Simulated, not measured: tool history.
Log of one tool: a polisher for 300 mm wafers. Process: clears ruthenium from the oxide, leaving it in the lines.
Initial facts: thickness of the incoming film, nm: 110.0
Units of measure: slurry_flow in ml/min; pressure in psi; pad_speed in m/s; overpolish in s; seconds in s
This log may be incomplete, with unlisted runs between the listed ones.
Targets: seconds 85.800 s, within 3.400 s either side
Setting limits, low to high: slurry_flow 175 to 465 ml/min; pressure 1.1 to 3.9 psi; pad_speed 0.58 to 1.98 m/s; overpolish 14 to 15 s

{"run": 1, "day": 0.0, "slurry_flow": 295, "pressure": 2.5, "pad_speed": 1.28, "overpolish": 14, "seconds": 48.681}
{"run": 2, "day": 0.217, "slurry_flow": 295, "pressure": 2.5, "pad_speed": 1.06, "overpolish": 14, "seconds": 56.752}
{"run": 3, "day": 0.508, "slurry_flow": 295, "pressure": 2.5, "pad_speed": 0.88, "overpolish": 14, "seconds": 67.047}
{"run": 4, "day": 0.533, "slurry_flow": 230, "pressure": 2.5, "pad_speed": 0.88, "overpolish": 14, "seconds": 69.863}
{"run": 5, "day": 0.8, "slurry_flow": 225, "pressure": 2.4, "pad_speed": 0.88, "overpolish": 14, "seconds": 71.639}
{"run": 6, "day": 0.9, "slurry_flow": 225, "pressure": 2.4, "pad_speed": 0.78, "overpolish": 14, "seconds": 80.043}
{"run": 7, "day": 0.962, "slurry_flow": 220, "pressure": 2.3, "pad_speed": 0.78, "overpolish": 14, "seconds": 81.409}
{"run": 8, "day": 1.121, "slurry_flow": 220, "pressure": 2.3, "pad_speed": 0.78, "overpolish": 14, "seconds": 80.75}

Consider the 5 candidate settings below. Which is the only one whose results all fall within their allowed miss of target?
{"run": "A", "day": 1.279, "slurry_flow": 190, "pressure": 2.0, "pad_speed": 0.98, "overpolish": 15, "seconds": "?"}
{"run": "B", "day": 1.279, "slurry_flow": 205, "pressure": 2.2, "pad_speed": 0.76, "overpolish": 14, "seconds": "?"}
{"run": "C", "day": 1.279, "slurry_flow": 205, "pressure": 2.4, "pad_speed": 0.64, "overpolish": 15, "seconds": "?"}
{"run": "D", "day": 1.279, "slurry_flow": 265, "pressure": 1.6, "pad_speed": 0.88, "overpolish": 14, "seconds": "?"}
{"run": "E", "day": 1.279, "slurry_flow": 220, "pressure": 2.3, "pad_speed": 0.66, "overpolish": 15, "seconds": "?"}

move=A seconds=76.324
move=B seconds=87.437
move=C seconds=94.538
move=D seconds=91.687
move=E seconds=94.015
A: further off than the last run
B: all results land within tolerance of their targets
C: the result that was furthest off in the last run now lies on the other side of its target
D: the result that was furthest off in the last run now lies on the other side of its target
E: the result that was furthest off in the last run now lies on the other side of its target
So the answer is move B, the one that meets all the targets.
